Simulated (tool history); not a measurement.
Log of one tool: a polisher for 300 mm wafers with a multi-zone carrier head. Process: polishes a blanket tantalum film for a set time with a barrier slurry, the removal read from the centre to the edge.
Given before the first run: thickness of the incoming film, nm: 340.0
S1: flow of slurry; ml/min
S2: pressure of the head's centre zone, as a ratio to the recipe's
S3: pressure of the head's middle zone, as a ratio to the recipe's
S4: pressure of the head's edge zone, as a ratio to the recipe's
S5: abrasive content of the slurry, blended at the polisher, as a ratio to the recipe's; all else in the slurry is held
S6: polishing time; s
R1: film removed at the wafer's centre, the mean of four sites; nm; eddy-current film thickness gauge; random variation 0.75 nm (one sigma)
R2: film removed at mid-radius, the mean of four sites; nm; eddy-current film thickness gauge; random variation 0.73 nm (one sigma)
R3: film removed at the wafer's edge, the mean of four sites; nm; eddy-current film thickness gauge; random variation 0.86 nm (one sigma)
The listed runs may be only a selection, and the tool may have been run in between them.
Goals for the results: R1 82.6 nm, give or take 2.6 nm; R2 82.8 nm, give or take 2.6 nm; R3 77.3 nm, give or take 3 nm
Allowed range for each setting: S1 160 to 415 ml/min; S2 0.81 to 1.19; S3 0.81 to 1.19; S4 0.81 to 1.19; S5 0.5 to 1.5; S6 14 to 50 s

run	hour	S1	S2	S3	S4	S5	S6	R1	R2	R3
1	0	265	1	1	1	1	32	57.577	55.198	54.572
2	3.9	270	1.01	1.02	1.02	1.05	33	59.947	60.191	58.288
3	10	270	1.06	1.02	1.02	1.05	33	62.793	58.931	57.701
4	13.6	270	1.06	1.02	0.97	1.05	33	62.535	59.23	57.997
5	17.8	275	1.07	1.03	0.97	1.1	33	65.253	60.654	58.454
6	21.8	275	1.07	0.98	0.97	1.1	33	63.949	59.45	57.619
# hour 26.8: worn pad replaced by a new one
7	26.8	275	1.08	1	0.99	1.15	33	70.463	64.416	63.33
8	32	285	1.08	1.02	1.01	1.15	33	71.062	65.282	63.791
9	40.7	295	1.07	1.04	1.03	1.15	33	69.844	67.194	64.857
10	41.2	310	1.08	1.05	1.04	1.15	33	71.384	68.542	66.4
11	42.3	320	1.09	1.07	1.05	1.15	33	71.65	69.26	65.979

5 candidate next runs follow, results not yet known. Just one meets every target within its allowed miss. Identify it.
A	43.4	270	0.98	0.88	1.19	0.75	43	?	?	?
B	43.4	400	1.12	1.14	0.95	1	38	?	?	?
C	43.4	285	0.89	0.85	1.17	1.15	34	?	?	?
D	43.4	350	1.1	1.14	1.13	1.3	36	?	?	?
E	43.4	415	0.85	1.19	0.88	0.95	40	?	?	?

move	R1	R2	R3
A	71.579	64.472	79.018
B	84.951	82.745	72.037
C	60.942	58.792	73.383
D	84.64	84.024	79.868
E	66.692	89.101	71.951
A: the biggest miss grows against the last run
B: gets the furthest-off result to its target, but another result is out of tolerance
C: the biggest miss grows against the last run
D: each result inside its tolerance
E: carries the result that was furthest off beyond its target, to the other side
D meets every target.
